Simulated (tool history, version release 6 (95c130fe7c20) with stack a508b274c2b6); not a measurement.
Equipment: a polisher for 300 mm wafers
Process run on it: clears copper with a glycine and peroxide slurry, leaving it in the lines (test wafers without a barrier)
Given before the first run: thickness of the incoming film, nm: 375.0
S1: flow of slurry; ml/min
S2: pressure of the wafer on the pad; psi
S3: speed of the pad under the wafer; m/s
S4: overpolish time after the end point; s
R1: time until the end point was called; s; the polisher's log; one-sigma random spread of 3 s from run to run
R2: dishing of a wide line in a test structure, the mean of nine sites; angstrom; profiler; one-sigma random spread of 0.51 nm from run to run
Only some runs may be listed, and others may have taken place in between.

Run 1, hour 0: S1 295 ml/min, S2 2.1 psi, S3 1.02 m/s, S4 19 s. Result: R1 90.918 s, R2 498.37 angstrom.
Run 2, hour 1.9: S1 295 ml/min, S2 1.9 psi, S3 0.96 m/s, S4 20 s. Result: R1 99.458 s, R2 489.36 angstrom.
Run 3, hour 10.4: S1 295 ml/min, S2 1.9 psi, S3 0.96 m/s, S4 17 s. Result: R1 98.081 s, R2 434.34 angstrom.
Run 4, hour 15: S1 290 ml/min, S2 1.7 psi, S3 0.88 m/s, S4 18 s. Result: R1 113 s, R2 400.68 angstrom.
Run 5, hour 18.9: S1 290 ml/min, S2 1.7 psi, S3 0.88 m/s, S4 21 s. Result: R1 114.36 s, R2 455.7 angstrom.
Run 6, hour 24.3: S1 290 ml/min, S2 1.5 psi, S3 0.84 m/s, S4 22 s. Result: R1 126.95 s, R2 442.69 angstrom.
Run 7, hour 31.5: S1 290 ml/min, S2 1.4 psi, S3 0.8 m/s, S4 22 s. Result: R1 130.72 s, R2 411.32 angstrom.
Run 8, hour 36.9: S1 285 ml/min, S2 1.3 psi, S3 0.76 m/s, S4 23 s. Result: R1 146.12 s, R2 409.86 angstrom.

Run 9 is up next; what results do you expect?
Run 9, hour 43.4: S1 285 ml/min, S2 1.2 psi, S3 0.76 m/s, S4 23 s. Result: R1 ?, R2 ?.

Run 9 yielded R1 151.04 s, R2 391.48 angstrom.
